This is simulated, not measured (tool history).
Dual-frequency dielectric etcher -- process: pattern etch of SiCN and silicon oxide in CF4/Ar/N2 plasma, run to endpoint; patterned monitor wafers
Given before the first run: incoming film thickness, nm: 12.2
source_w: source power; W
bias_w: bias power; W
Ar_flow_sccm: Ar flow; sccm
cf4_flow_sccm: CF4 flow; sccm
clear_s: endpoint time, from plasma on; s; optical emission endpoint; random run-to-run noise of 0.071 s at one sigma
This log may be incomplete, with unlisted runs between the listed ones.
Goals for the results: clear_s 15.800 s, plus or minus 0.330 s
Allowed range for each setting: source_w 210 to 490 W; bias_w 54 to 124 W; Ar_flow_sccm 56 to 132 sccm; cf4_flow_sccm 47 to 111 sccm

run  hour  source_w  bias_w  Ar_flow_sccm  cf4_flow_sccm  clear_s
  1   0.0       350      89            94             79   14.436
  2   1.4       350      89            85             79   14.338
  3   4.4       350      89            98             79   14.490
  4   7.5       370      89            98             79   14.030
  5  13.5       360      89            98             79   14.343
  6  20.9       350      89            98             79   14.475
  7  28.2       340      89            98             79   14.840
  8  34.4       320      89            98             79   15.364

Which of these 5 next moves meets every target?
  A  40.6       300      96            94             84        ?
  B  40.6       300      86           131             79        ?
  C  40.6       310      80           112             74        ?
  D  40.6       290      79            96             84        ?
  E  40.6       280     102            97             79        ?

move  clear_s
   A   15.126
   B   16.433
   C   16.414
   D   16.555
   E   15.541
A: its largest miss is bigger than the last run's
B: carries the result that was furthest off beyond its target, to the other side
C: carries the result that was furthest off beyond its target, to the other side
D: carries the result that was furthest off beyond its target, to the other side
E: every result within its allowed miss
Go with E: it meets all targets.
